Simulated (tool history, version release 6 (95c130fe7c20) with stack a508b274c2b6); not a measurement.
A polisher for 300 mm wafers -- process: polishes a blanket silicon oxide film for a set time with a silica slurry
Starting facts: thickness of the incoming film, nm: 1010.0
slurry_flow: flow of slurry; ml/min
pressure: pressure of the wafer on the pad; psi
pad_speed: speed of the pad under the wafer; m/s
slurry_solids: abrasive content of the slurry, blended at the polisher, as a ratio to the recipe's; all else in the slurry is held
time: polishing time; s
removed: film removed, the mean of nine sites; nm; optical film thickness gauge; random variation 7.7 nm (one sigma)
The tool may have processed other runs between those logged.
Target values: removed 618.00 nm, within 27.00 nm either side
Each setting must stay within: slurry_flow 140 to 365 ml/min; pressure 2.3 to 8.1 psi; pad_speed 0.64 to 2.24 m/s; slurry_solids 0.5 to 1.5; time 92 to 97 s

Run 1, day 0.000: slurry_flow 235 ml/min, pressure 5.2 psi, pad_speed 1.44 m/s, slurry_solids 1.0, time 92 s. Result: removed 467.09 nm.
Run 2, day 0.354: slurry_flow 235 ml/min, pressure 5.2 psi, pad_speed 1.44 m/s, slurry_solids 1.0, time 97 s. Result: removed 488.14 nm.
Run 3, day 0.650: slurry_flow 235 ml/min, pressure 5.4 psi, pad_speed 1.44 m/s, slurry_solids 1.0, time 97 s. Result: removed 496.74 nm.
Run 4, day 0.862: slurry_flow 235 ml/min, pressure 5.6 psi, pad_speed 1.44 m/s, slurry_solids 1.0, time 97 s. Result: removed 512.34 nm.
Run 5, day 1.112: slurry_flow 235 ml/min, pressure 5.8 psi, pad_speed 1.44 m/s, slurry_solids 1.0, time 97 s. Result: removed 554.10 nm.
Run 6, day 1.433: slurry_flow 235 ml/min, pressure 5.9 psi, pad_speed 1.44 m/s, slurry_solids 1.0, time 97 s. Result: removed 545.97 nm.
Run 7, day 1.471: slurry_flow 235 ml/min, pressure 6.0 psi, pad_speed 1.44 m/s, slurry_solids 1.0, time 97 s. Result: removed 562.70 nm.
Run 8, day 1.762: slurry_flow 235 ml/min, pressure 6.1 psi, pad_speed 1.44 m/s, slurry_solids 1.0, time 97 s. Result: removed 573.86 nm.
Run 9, day 1.950: slurry_flow 235 ml/min, pressure 6.2 psi, pad_speed 1.44 m/s, slurry_solids 1.0, time 97 s. Result: removed 568.45 nm.
Run 10, day 2.033: slurry_flow 235 ml/min, pressure 6.2 psi, pad_speed 1.44 m/s, slurry_solids 1.0, time 97 s. Result: removed 581.86 nm.

Of the 4 settings listed for the next run, only one would bring every result within its allowed miss of target. Which one?
Run A, day 2.117: slurry_flow 250 ml/min, pressure 6.3 psi, pad_speed 1.30 m/s, slurry_solids 1.0, time 92 s. Result: removed ?.
Run B, day 2.117: slurry_flow 225 ml/min, pressure 6.0 psi, pad_speed 1.30 m/s, slurry_solids 1.1, time 92 s. Result: removed ?.
Run C, day 2.117: slurry_flow 295 ml/min, pressure 5.1 psi, pad_speed 2.14 m/s, slurry_solids 1.0, time 92 s. Result: removed ?.
Run D, day 2.117: slurry_flow 205 ml/min, pressure 6.2 psi, pad_speed 1.24 m/s, slurry_solids 1.2, time 95 s. Result: removed ?.

move  removed
   A   512.82
   B   501.18
   C   602.41
   D   528.48
A: lands further from the targets than the last run did
B: lands further from the targets than the last run did
C: every result lands within tolerance
D: lands further from the targets than the last run did
C is the move that brings every result within its allowed miss.
